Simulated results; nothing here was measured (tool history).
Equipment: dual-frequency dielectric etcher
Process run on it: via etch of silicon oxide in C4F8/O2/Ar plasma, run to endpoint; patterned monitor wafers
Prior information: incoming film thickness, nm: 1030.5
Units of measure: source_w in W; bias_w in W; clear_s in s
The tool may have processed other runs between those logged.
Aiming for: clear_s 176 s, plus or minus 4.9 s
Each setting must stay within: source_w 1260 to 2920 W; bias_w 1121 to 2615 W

run 1 hour=0 | source_w=2090 bias_w=1868 | clear_s=208.92
run 2 hour=6.3 | source_w=2350 bias_w=1868 | clear_s=198.51
run 3 hour=9 | source_w=2350 bias_w=2115 | clear_s=191.84
run 4 hour=11.2 | source_w=2350 bias_w=2290 | clear_s=190.06
run 5 hour=13.9 | source_w=2350 bias_w=2122 | clear_s=197.15
run 6 hour=15.9 | source_w=2610 bias_w=2122 | clear_s=181.16
run 7 hour=20.6 | source_w=2640 bias_w=2129 | clear_s=183.56
run 8 hour=22.8 | source_w=2680 bias_w=2146 | clear_s=181.02

Of the 4 settings listed for the next run, only one would bring every result within its allowed miss of target. Which one?
run A hour=25 | source_w=2920 bias_w=1972 | clear_s=?
run B hour=25 | source_w=2730 bias_w=1915 | clear_s=?
run C hour=25 | source_w=2920 bias_w=2589 | clear_s=?
run D hour=25 | source_w=2520 bias_w=1854 | clear_s=?

move=A clear_s=176.97
move=B clear_s=183.39
move=C clear_s=168.04
move=D clear_s=191.31
A: hits every target within its allowed miss
B: moves away from the targets compared with the last run
C: moves the result that the last run missed by most past its target, out the other side
D: moves away from the targets compared with the last run
The move that meets every target is A.

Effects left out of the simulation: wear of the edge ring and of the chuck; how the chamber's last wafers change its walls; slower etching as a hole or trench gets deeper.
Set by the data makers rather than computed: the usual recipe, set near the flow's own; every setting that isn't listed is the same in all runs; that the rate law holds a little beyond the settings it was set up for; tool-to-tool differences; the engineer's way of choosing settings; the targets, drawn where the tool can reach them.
